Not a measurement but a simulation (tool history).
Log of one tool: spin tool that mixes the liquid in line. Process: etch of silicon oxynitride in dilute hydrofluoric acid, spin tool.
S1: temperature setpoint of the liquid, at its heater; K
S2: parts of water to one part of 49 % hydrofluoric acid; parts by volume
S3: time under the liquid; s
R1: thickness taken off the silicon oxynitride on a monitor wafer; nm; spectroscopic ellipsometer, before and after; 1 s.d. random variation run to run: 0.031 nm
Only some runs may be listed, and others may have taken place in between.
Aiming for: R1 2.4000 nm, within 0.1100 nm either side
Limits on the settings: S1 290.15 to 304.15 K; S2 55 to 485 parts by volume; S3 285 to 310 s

run  hour      S1   S2   S3      R1
  1   0.0  296.15  270  285  3.2466
  2   3.8  296.15  200  285  4.4062
  3   6.2  298.15  200  285  4.9771
  4   8.9  296.15  220  285  4.0652
  5  17.8  293.65  220  285  3.6360
  6  24.5  292.65  240  285  3.1329
  7  29.3  292.15  250  285  2.9836
  8  35.6  291.65  260  285  2.7284
  9  39.6  291.15  265  285  2.5994
 10  45.7  290.65  265  285  2.5549
 11  53.6  290.65  270  285  2.5218

Next run, 4 choices. One meets every target within its allowed miss, the rest don't. Which?
  A  61.5  290.15  300  285   ?
  B  61.5  290.15  275  290   ?
  C  61.5  292.15  330  285   ?
  D  61.5  290.15  315  300   ?

move      R1
   A  2.1464
   B  2.4155
   C  2.1001
   D  2.1344
A: takes the biggest miss from the last run beyond its target
B: meets every target
C: takes the biggest miss from the last run beyond its target
D: takes the biggest miss from the last run beyond its target
The right move is B.
